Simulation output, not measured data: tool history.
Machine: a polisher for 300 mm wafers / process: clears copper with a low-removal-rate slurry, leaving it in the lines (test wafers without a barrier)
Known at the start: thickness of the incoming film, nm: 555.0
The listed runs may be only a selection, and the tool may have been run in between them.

| run | hour | flow of slurry (ml/min) | pressure of the wafer on the pad (kPa) | speed of the pad under the wafer (cm/s) | abrasive content of the slurry | overpolish time after the end point (s) | time until the end point was called (s) | dishing of a wide line in a test structure (Å) |
|---|---|---|---|---|---|---|---|---|
| 1 | 0 | 295 | 28.3 | 120 | 1 | 9 | 137.59 | 254.64 |
| 2 | 5 | 295 | 28.3 | 120 | 1.1 | 9 | 132.92 | 276.35 |
| 3 | 8.3 | 295 | 28.3 | 120 | 1.1 | 10 | 135.97 | 291.26 |
| 4 | 10.4 | 295 | 29.6 | 120 | 1.1 | 11 | 128.13 | 346.18 |
| 5 | 17.6 | 295 | 30.3 | 120 | 1.1 | 11 | 126.62 | 349.13 |
| 6 | 23.5 | 295 | 31 | 120 | 1.1 | 11 | 123.05 | 343.66 |

What does the tool deliver on the next run?
| 7 | 25.9 | 295 | 31 | 120 | 1.1 | 11 | ? | ? |

{"run 7": {"time until the end point was called (s)": 121.39, "dishing of a wide line in a test structure (Å)": 342.93}}
